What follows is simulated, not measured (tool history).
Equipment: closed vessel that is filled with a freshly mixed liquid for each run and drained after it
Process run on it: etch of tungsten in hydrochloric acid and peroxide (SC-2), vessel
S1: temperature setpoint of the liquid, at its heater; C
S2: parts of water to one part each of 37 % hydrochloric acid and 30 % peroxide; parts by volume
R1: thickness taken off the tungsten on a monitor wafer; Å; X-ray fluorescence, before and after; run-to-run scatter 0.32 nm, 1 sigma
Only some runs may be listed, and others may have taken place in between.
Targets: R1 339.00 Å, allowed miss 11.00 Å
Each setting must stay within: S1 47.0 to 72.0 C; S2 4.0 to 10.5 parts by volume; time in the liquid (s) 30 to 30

Run 1, hour 0.0: S1 63.0 C, S2 5.5 parts by volume, time in the liquid (s) 30. Result: R1 263.81 Å.
Run 2, hour 8.1: S1 64.0 C, S2 5.5 parts by volume, time in the liquid (s) 30. Result: R1 280.39 Å.
Run 3, hour 10.7: S1 57.5 C, S2 5.5 parts by volume, time in the liquid (s) 30. Result: R1 187.07 Å.
Run 4, hour 19.6: S1 57.5 C, S2 4.5 parts by volume, time in the liquid (s) 30. Result: R1 216.69 Å.
Run 5, hour 23.4: S1 57.5 C, S2 4.5 parts by volume, time in the liquid (s) 30. Result: R1 217.52 Å.
Run 6, hour 31.2: S1 59.5 C, S2 4.5 parts by volume, time in the liquid (s) 30. Result: R1 244.72 Å.
Run 7, hour 34.4: S1 66.0 C, S2 4.5 parts by volume, time in the liquid (s) 30. Result: R1 365.17 Å.
Run 8, hour 35.9: S1 65.5 C, S2 4.5 parts by volume, time in the liquid (s) 30. Result: R1 358.04 Å.

Below are 4 possible settings for the next run. Only one of them brings all results inside the allowed miss of their targets. Which is it?
Run A, hour 37.4: S1 66.5 C, S2 4.5 parts by volume, time in the liquid (s) 30. Result: R1 ?.
Run B, hour 37.4: S1 65.0 C, S2 4.5 parts by volume, time in the liquid (s) 30. Result: R1 ?.
Run C, hour 37.4: S1 66.0 C, S2 4.5 parts by volume, time in the liquid (s) 30. Result: R1 ?.
Run D, hour 37.4: S1 65.0 C, S2 4.0 parts by volume, time in the liquid (s) 30. Result: R1 ?.

move      R1
   A  376.68
   B  343.94
   C  365.47
   D  372.60
A: lands further from the targets than the last run did
B: all results land within tolerance of their targets
C: lands further from the targets than the last run did
D: lands further from the targets than the last run did
The move that meets every target is B.
